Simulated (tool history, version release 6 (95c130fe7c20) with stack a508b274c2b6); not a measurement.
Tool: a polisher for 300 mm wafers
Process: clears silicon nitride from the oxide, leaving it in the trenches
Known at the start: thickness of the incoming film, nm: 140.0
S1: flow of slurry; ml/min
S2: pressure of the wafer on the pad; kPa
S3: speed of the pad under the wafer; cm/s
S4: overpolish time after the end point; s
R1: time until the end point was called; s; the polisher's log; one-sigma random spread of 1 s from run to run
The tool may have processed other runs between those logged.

run	hour	S1	S2	S3	S4	R1
1	0	140	14.5	124	3	139.66
2	4.8	140	13.1	124	3	156.66
3	11.7	140	13.1	124	3	153.47
4	12.8	140	13.1	98	3	194.87
5	15	145	15.2	98	3	169.07
6	21.3	150	16.5	98	3	154.5

For run 7, what comes out?
7	23.5	170	20.7	100	3	?

Run 7 came out at R1 118.36 s.
